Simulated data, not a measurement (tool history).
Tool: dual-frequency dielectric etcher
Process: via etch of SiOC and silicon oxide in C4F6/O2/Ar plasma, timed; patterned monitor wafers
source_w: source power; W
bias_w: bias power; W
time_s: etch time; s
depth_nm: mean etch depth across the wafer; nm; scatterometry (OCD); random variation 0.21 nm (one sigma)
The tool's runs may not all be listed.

run  hour  source_w  bias_w  time_s  depth_nm
  1   0.0       270     223    52.5    59.482
  2   1.6       260     221    52.5    58.529
  3   9.2       260     255    52.5    60.595
  4  17.1       260     255    48.5    55.996
  5  25.1       260     254    48.5    55.894
  6  27.4       260     285    48.5    58.038
  7  30.9       200     272    48.5    51.653
  8  34.9       200     272    48.5    51.646
  9  41.9       200     273    48.5    51.454

The next listed run, before its measurement:
 10  50.4       200     274    48.5         ?

{"run 10": {"depth_nm": 51.267}}
